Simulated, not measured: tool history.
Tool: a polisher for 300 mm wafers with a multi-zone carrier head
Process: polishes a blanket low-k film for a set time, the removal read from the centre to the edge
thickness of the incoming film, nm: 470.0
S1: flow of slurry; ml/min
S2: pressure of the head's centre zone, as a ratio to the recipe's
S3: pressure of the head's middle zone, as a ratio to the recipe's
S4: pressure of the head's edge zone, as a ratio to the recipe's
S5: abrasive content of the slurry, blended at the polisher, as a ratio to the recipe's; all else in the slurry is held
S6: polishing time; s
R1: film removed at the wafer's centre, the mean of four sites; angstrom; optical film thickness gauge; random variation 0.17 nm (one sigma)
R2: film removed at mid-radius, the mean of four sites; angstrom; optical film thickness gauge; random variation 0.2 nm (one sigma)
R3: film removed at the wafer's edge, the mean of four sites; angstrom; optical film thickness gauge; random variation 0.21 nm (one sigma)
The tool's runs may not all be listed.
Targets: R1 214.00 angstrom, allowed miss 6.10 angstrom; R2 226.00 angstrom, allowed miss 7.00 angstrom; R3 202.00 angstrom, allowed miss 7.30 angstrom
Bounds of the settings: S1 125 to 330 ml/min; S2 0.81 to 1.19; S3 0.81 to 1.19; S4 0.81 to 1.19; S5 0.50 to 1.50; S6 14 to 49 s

run,hour,S1,S2,S3,S4,S5,S6,R1,R2,R3
1,0.0,210,1.00,1.00,1.00,1.00,31,150.73,152.91,151.95
2,8.2,210,1.00,1.00,1.00,1.00,36,176.37,177.04,172.68
3,12.6,220,1.01,1.03,1.02,1.00,36,179.46,183.09,178.25
4,16.4,220,1.01,1.03,0.97,1.00,36,178.94,180.90,173.88
5,17.4,220,0.96,1.03,0.97,1.00,36,170.55,181.11,172.75
6,18.1,230,0.98,1.06,0.98,1.00,36,175.34,188.22,174.67
7,20.7,240,1.00,1.08,1.00,1.00,36,180.13,195.08,175.35
8,23.9,245,1.01,1.08,1.02,1.05,36,185.21,196.05,182.20

4 next moves are on the table. One of them brings every result within its allowed miss. Which?
A,27.1,225,1.07,1.15,1.05,0.65,47,?,?,?
B,27.1,280,1.10,1.19,0.94,0.95,39,?,?,?
C,27.1,275,1.09,1.18,0.99,1.00,41,?,?,?
D,27.1,255,1.09,1.16,0.97,0.85,44,?,?,?

move,R1,R2,R3
A,212.18,223.84,202.64
B,213.90,225.32,187.02
C,226.35,238.94,204.58
D,227.09,236.47,204.08
A: meets every target
B: brings the result that was furthest off to its target, and leaves another outside
C: takes the result that was furthest off past its target
D: takes the result that was furthest off past its target
Answer: A
